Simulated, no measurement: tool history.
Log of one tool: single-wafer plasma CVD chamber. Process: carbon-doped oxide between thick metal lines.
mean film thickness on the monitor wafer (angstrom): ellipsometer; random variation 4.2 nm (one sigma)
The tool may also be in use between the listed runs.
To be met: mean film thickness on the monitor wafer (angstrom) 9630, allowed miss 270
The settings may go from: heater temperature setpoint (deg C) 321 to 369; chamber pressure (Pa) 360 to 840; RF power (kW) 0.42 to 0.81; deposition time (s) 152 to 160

run    day  heater temperature setpoint (deg C)  chamber pressure (Pa)  RF power (kW)  deposition time (s)  mean film thickness on the monitor wafer (angstrom)
  1      0                                  345                    600          0.615                  160                                               8220.6
  2  0.271                                  343                    627          0.645                  160                                               8511.2
  3  0.475                                  343                    627          0.645                  160                                               8535.4
  4  0.712                                  343                    627            0.6                  160                                               8170.4
  5  0.933                                  343                    627            0.6                  152                                               7789.2
  6  0.962                                  334                    627            0.6                  152                                               7972.3
  7  1.012                                  334                    632           0.64                  154                                               8509.5
  8  1.204                                  333                    643           0.66                  155                                               8721.8
  9  1.308                                  333                    649           0.68                  156                                                 8955

5 next moves are on the table. One of them brings every result within its allowed miss. Which?
  A  1.412                                  326                    684           0.71                  158                                                    ?
  B  1.412                                  321                    685          0.625                  156                                                    ?
  C  1.412                                  336                    681          0.645                  152                                                    ?
  D  1.412                                  330                    551           0.66                  152                                                    ?
  E  1.412                                  336                    680          0.635                  153                                                    ?

move  mean film thickness on the monitor wafer (angstrom)
   A                                               9642.3
   B                                               8937.9
   C                                               8418.2
   D                                               8461.4
   E                                               8383.5
A: meets every target
B: as far off as the last run
C: further off than the last run
D: further off than the last run
E: further off than the last run
Answer: A
